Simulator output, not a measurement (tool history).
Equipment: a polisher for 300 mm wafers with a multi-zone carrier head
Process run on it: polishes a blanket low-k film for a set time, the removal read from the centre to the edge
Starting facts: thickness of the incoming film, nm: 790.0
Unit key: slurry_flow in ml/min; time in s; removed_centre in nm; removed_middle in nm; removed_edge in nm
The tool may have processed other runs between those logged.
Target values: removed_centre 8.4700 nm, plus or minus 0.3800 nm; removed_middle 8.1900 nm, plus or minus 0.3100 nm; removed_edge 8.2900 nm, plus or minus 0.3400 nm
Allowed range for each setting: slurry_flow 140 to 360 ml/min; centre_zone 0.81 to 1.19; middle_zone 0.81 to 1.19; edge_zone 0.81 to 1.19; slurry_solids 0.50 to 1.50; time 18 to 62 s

run,hour,slurry_flow,centre_zone,middle_zone,edge_zone,slurry_solids,time,removed_centre,removed_middle,removed_edge
1,0.0,230,1.00,1.00,1.00,1.00,40,13.3130,12.9980,13.3170
2,7.1,230,1.00,1.00,1.00,1.20,40,14.2350,13.8620,14.2840
3,14.1,230,1.00,1.00,1.00,1.20,32,11.3040,11.3440,11.4400
4,16.0,265,1.00,1.00,1.00,1.20,32,11.5490,11.3250,11.7140
5,23.1,255,0.99,0.98,0.96,1.05,32,10.9650,10.5200,10.7170
6,28.5,250,0.96,0.96,0.93,0.95,32,10.0270,9.8042,9.9700
7,35.5,245,0.94,0.94,0.90,0.90,32,9.3762,9.3517,9.5663
8,41.5,230,0.97,0.91,0.81,0.70,31,8.0729,7.7361,7.6384

5 candidate next runs follow, results not yet known. Just one meets every target within its allowed miss. Identify it.
A,47.5,200,0.86,0.92,0.89,0.80,30,?,?,?
B,47.5,250,1.00,1.09,0.81,0.55,33,?,?,?
C,47.5,260,1.02,0.89,0.81,0.60,30,?,?,?
D,47.5,190,1.10,1.12,0.81,0.70,28,?,?,?
E,47.5,245,0.93,0.90,0.82,0.60,36,?,?,?

move,removed_centre,removed_middle,removed_edge
A,7.4801,8.0242,8.0384
B,8.0027,8.4863,6.9951
C,7.8543,6.8908,6.7479
D,8.2226,8.1519,6.6345
E,8.5317,8.2883,8.0948
A: brings the last run's worst result on target, with another outside its allowed miss
B: misses by more than the last run did
C: misses by more than the last run did
D: misses by more than the last run did
E: each result inside its tolerance
So the answer is move E, the one that meets all the targets.
